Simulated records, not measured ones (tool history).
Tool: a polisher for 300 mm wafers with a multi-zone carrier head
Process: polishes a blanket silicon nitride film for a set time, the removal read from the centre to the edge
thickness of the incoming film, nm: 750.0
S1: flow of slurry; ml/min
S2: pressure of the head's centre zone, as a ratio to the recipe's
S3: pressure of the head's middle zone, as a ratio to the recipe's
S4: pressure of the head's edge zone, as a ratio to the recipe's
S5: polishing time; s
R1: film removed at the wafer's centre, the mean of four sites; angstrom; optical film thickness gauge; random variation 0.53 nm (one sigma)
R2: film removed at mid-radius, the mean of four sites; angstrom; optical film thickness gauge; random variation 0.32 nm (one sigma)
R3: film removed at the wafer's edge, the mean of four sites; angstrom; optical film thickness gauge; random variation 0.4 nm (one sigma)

run,hour,S1,S2,S3,S4,S5,R1,R2,R3
1,0.0,305,1.00,1.00,1.00,35,726.05,703.97,688.25
2,4.8,305,1.00,1.05,1.00,35,719.86,708.33,691.49
3,11.4,305,1.00,1.05,1.00,31,631.16,640.29,607.29
4,14.9,235,1.00,1.05,1.00,31,605.37,614.86,601.13
5,23.5,235,1.00,0.98,1.00,31,610.20,589.17,585.80
6,28.5,235,1.00,0.98,1.00,39,776.07,749.97,749.45
7,31.1,220,0.95,0.88,0.90,29,537.95,513.55,521.44
8,35.7,210,0.96,0.81,0.87,19,361.12,318.65,340.77

Run 9 comes next. What will it give?
9,38.4,225,0.97,0.84,0.91,19,?,?,?

{"run 9": {"R1": 363.35, "R2": 330.48, "R3": 346.19}}
